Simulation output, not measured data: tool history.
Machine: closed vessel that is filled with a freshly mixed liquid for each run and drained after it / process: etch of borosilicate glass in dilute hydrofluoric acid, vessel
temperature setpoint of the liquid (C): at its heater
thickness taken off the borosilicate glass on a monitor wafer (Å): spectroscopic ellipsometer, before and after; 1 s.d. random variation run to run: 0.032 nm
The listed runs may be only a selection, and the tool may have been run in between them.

run	day	temperature setpoint of the liquid (C)	parts of water to one part of 49 % hydrofluoric acid (parts by volume)	time in the liquid (s)	thickness taken off the borosilicate glass on a monitor wafer (Å)
1	0.000	23.0	85	35	80.199
2	0.162	22.0	85	35	77.041
3	0.262	22.0	85	30	66.158
4	0.371	21.5	85	30	64.414
5	0.454	21.5	85	30	65.004
6	0.688	21.5	110	30	48.417
7	0.983	22.0	110	30	49.429
# day 1.238: thermometer replaced
8	1.238	22.5	110	30	46.802
9	1.454	23.5	110	30	49.058
10	1.575	24.5	110	30	50.681
11	1.858	25.5	110	30	52.234
12	2.100	26.0	110	30	53.342

Predict the results of run 13:
13	2.250	26.5	110	30	?

For run 13 the tool returned thickness taken off the borosilicate glass on a monitor wafer (Å) 54.336.
